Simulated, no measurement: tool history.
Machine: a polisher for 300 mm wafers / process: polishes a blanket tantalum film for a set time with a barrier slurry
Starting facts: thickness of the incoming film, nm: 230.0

run  hour  flow of slurry (ml/min)  pressure of the wafer on the pad (kPa)  speed of the pad under the wafer (cm/s)  abrasive content of the slurry  polishing time (s)  film removed (nm)
  1   0.0                      285                                    16.5                                      130                             1.0                  17             35.990
  2   2.8                      285                                    14.5                                      130                             1.0                  17             31.966
  3  10.7                      285                                    14.5                                      146                             1.0                  17             35.636
  4  19.5                      230                                    14.5                                      146                             1.0                  17             34.378
  5  23.4                      230                                    17.2                                      146                             1.0                  17             42.096
  6  32.0                      230                                    15.2                                      146                             1.0                  17             35.892
  7  40.9                      225                                    13.1                                      140                             1.0                  17             30.279

Estimate the outcome of run 8 from the log above:
  8  48.3                      225                                     9.0                                      106                             1.0                  17                  ?

For run 8 the tool returned film removed (nm) 16.553.
